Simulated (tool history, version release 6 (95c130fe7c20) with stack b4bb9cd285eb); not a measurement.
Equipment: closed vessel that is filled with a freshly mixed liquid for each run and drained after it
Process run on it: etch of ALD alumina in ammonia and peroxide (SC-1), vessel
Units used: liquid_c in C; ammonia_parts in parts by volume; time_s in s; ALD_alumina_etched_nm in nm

{"run": 1, "hour": 0.0, "liquid_c": 61.0, "ammonia_parts": 0.5, "time_s": 185, "ALD_alumina_etched_nm": 18.861}
{"run": 2, "hour": 4.6, "liquid_c": 63.0, "ammonia_parts": 0.5, "time_s": 185, "ALD_alumina_etched_nm": 21.005}
{"run": 3, "hour": 8.4, "liquid_c": 64.5, "ammonia_parts": 0.5, "time_s": 185, "ALD_alumina_etched_nm": 22.342}
{"run": 4, "hour": 10.1, "liquid_c": 67.0, "ammonia_parts": 0.5, "time_s": 185, "ALD_alumina_etched_nm": 25.524}
{"run": 5, "hour": 18.8, "liquid_c": 67.0, "ammonia_parts": 0.5, "time_s": 185, "ALD_alumina_etched_nm": 25.479}
{"run": 6, "hour": 21.3, "liquid_c": 67.0, "ammonia_parts": 0.5, "time_s": 140, "ALD_alumina_etched_nm": 19.495}
{"run": 7, "hour": 28.2, "liquid_c": 68.0, "ammonia_parts": 0.5, "time_s": 150, "ALD_alumina_etched_nm": 21.1}

Predict the results of run 8:
{"run": 8, "hour": 31.6, "liquid_c": 68.5, "ammonia_parts": 0.5, "time_s": 160, "ALD_alumina_etched_nm": "?"}

ALD_alumina_etched_nm: 24.003 nm
